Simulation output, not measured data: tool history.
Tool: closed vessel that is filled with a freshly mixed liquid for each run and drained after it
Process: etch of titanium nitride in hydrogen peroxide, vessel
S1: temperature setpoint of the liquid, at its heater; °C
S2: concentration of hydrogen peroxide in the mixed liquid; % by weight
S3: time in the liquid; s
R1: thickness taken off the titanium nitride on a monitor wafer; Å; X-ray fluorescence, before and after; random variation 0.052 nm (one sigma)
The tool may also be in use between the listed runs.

run 1 hour=0 | S1=51 S2=26 S3=85 | R1=59.937
run 2 hour=4.6 | S1=51 S2=26 S3=45 | R1=31.566
run 3 hour=6 | S1=51 S2=30 S3=45 | R1=32.837
run 4 hour=11.5 | S1=53.5 S2=30 S3=45 | R1=39.14
run 5 hour=15.3 | S1=53.5 S2=30 S3=45 | R1=39.027
run 6 hour=19.2 | S1=53.5 S2=26 S3=45 | R1=37.587

Run 7 comes next. What will it give?
run 7 hour=25.7 | S1=56 S2=27 S3=55 | R1=?

Run 7 gave R1 55.089 Å.
